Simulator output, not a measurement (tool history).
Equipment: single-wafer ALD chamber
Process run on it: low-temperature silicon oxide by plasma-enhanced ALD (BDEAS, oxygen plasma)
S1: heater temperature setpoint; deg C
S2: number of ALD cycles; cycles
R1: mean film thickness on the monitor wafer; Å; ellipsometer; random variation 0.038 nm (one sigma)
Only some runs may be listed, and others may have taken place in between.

{"run": 1, "hour": 0.0, "S1": 100, "S2": 61, "R1": 88.073}
{"run": 2, "hour": 7.6, "S1": 100, "S2": 67, "R1": 95.655}
{"run": 3, "hour": 10.4, "S1": 100, "S2": 72, "R1": 103.27}
{"run": 4, "hour": 11.5, "S1": 101, "S2": 69, "R1": 98.685}
{"run": 5, "hour": 16.5, "S1": 102, "S2": 66, "R1": 94.474}
{"hour": 20.9, "done": "thermocouple changed; heater temperature recalibrated"}
{"run": 6, "hour": 20.9, "S1": 102, "S2": 62, "R1": 89.391}
{"run": 7, "hour": 29.6, "S1": 104, "S2": 60, "R1": 86.501}

What does the tool deliver on the next run?
{"run": 8, "hour": 33.5, "S1": 105, "S2": 58, "R1": "?"}

Logged for run 8: R1 82.597 Å.
